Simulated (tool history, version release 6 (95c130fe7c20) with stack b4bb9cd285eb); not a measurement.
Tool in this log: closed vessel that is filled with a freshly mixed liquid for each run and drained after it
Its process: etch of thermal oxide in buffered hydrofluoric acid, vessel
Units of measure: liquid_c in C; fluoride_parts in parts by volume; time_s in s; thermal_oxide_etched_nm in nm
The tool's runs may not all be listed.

{"run": 1, "day": 0.0, "liquid_c": 24, "fluoride_parts": 14, "time_s": 85, "thermal_oxide_etched_nm": 66.805}
{"run": 2, "day": 0.329, "liquid_c": 24, "fluoride_parts": 10.5, "time_s": 85, "thermal_oxide_etched_nm": 88.313}
{"run": 3, "day": 0.583, "liquid_c": 25.5, "fluoride_parts": 10.5, "time_s": 85, "thermal_oxide_etched_nm": 95.886}
{"run": 4, "day": 0.775, "liquid_c": 25.5, "fluoride_parts": 6.5, "time_s": 85, "thermal_oxide_etched_nm": 150.88}
{"run": 5, "day": 1.021, "liquid_c": 25.5, "fluoride_parts": 6.5, "time_s": 85, "thermal_oxide_etched_nm": 150.48}
{"run": 6, "day": 1.267, "liquid_c": 25.5, "fluoride_parts": 9, "time_s": 85, "thermal_oxide_etched_nm": 107.12}
{"run": 7, "day": 1.554, "liquid_c": 26.5, "fluoride_parts": 8, "time_s": 85, "thermal_oxide_etched_nm": 127.66}
{"run": 8, "day": 1.596, "liquid_c": 27.5, "fluoride_parts": 8, "time_s": 85, "thermal_oxide_etched_nm": 134.33}

What does the tool deliver on the next run?
{"run": 9, "day": 1.858, "liquid_c": 28.5, "fluoride_parts": 8, "time_s": 85, "thermal_oxide_etched_nm": "?"}

{"run 9": {"thermal_oxide_etched_nm": 144.73}}
